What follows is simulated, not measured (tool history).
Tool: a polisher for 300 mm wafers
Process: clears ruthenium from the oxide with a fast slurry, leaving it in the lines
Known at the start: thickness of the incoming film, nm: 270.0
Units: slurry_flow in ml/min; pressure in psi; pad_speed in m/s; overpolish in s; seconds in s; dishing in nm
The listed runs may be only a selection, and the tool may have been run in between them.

Run 1, hour 0: slurry_flow 270 ml/min, pressure 3.3 psi, pad_speed 0.98 m/s, slurry_solids 1, overpolish 23 s. Result: seconds 62.27 s, dishing 74.109 nm.
Run 2, hour 3.3: slurry_flow 320 ml/min, pressure 3.3 psi, pad_speed 0.98 m/s, slurry_solids 1, overpolish 23 s. Result: seconds 62.157 s, dishing 76.493 nm.
Run 3, hour 4.4: slurry_flow 320 ml/min, pressure 3.1 psi, pad_speed 0.98 m/s, slurry_solids 1, overpolish 25 s. Result: seconds 66.359 s, dishing 76.675 nm.
Run 4, hour 6.3: slurry_flow 320 ml/min, pressure 2.9 psi, pad_speed 0.98 m/s, slurry_solids 1, overpolish 27 s. Result: seconds 69.768 s, dishing 78.466 nm.
Run 5, hour 9.3: slurry_flow 320 ml/min, pressure 2.9 psi, pad_speed 0.78 m/s, slurry_solids 1, overpolish 27 s. Result: seconds 83.016 s, dishing 67.178 nm.
Run 6, hour 13.8: slurry_flow 320 ml/min, pressure 2.8 psi, pad_speed 0.78 m/s, slurry_solids 1, overpolish 28 s. Result: seconds 88.162 s, dishing 68.43 nm.

Run 7, settings as shown, results not yet in. Your forecast:
Run 7, hour 20.2: slurry_flow 320 ml/min, pressure 2.7 psi, pad_speed 0.78 m/s, slurry_solids 1, overpolish 29 s. Result: seconds ?, dishing ?.

{"run 7": {"seconds": 89.215, "dishing": 69.053}}
